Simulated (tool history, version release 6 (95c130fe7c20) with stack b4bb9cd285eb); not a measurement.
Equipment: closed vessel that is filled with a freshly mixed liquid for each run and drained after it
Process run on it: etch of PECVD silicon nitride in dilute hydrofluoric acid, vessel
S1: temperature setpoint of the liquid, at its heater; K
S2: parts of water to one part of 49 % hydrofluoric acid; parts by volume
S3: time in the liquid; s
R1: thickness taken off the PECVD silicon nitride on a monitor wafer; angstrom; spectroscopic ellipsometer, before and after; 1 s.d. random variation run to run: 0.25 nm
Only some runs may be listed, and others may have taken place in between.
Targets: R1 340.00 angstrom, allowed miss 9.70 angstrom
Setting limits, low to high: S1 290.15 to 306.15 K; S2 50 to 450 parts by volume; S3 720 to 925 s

run	day	S1	S2	S3	R1
1	0.000	298.15	250	925	220.53
2	0.079	299.15	250	925	238.64
3	0.421	300.15	250	925	248.05
4	0.512	296.65	250	925	203.00
5	0.875	296.65	320	925	157.92
6	1.104	299.15	320	925	182.75
7	1.250	300.15	310	925	200.64
8	1.425	301.15	300	925	219.00
9	1.796	302.15	290	925	241.85
10	2.100	302.15	290	925	242.44

Exercise: of the 4 proposed moves below, exactly one satisfies all targets within the stated allowed misses. Which move is it?
A	2.404	299.15	170	910	?
B	2.404	301.15	240	925	?
C	2.404	299.15	300	735	?
D	2.404	303.15	345	840	?

move	R1
A	340.66
B	276.85
C	155.84
D	194.99
A: all results land within tolerance of their targets
B: nearer the targets than the last run, but a result is still out of spec
C: lands further from the targets than the last run did
D: lands further from the targets than the last run did
The move that meets every target is A.

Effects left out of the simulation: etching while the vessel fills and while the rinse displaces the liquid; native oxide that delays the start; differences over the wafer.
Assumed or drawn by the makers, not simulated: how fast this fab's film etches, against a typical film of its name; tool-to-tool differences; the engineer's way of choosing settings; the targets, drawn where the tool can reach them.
